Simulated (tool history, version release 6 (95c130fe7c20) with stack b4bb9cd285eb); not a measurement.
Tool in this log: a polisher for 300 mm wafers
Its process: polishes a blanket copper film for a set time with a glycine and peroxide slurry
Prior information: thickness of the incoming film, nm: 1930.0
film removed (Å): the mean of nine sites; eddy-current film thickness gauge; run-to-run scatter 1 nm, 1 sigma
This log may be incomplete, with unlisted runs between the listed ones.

run  hour  flow of slurry (ml/min)  pressure of the wafer on the pad (psi)  speed of the pad under the wafer (m/s)  polishing time (s)  film removed (Å)
  1     0                      210                                     2.2                                     1.1                  28            1222.1
  2   6.2                      210                                     2.2                                     1.1                  28            1203.7
  3    15                      210                                     1.7                                     1.1                  28            990.31
  4  19.8                      210                                     1.7                                    1.36                  28            1169.9
  5  23.8                      210                                     1.3                                    1.36                  28            947.57
  6    25                      220                                     1.5                                    1.36                  28            1077.5

Expected results for the next run?
  7  29.5                      240                                     1.6                                    1.36                  28                 ?

{"run 7": {"film removed (Å)": 1135.5}}

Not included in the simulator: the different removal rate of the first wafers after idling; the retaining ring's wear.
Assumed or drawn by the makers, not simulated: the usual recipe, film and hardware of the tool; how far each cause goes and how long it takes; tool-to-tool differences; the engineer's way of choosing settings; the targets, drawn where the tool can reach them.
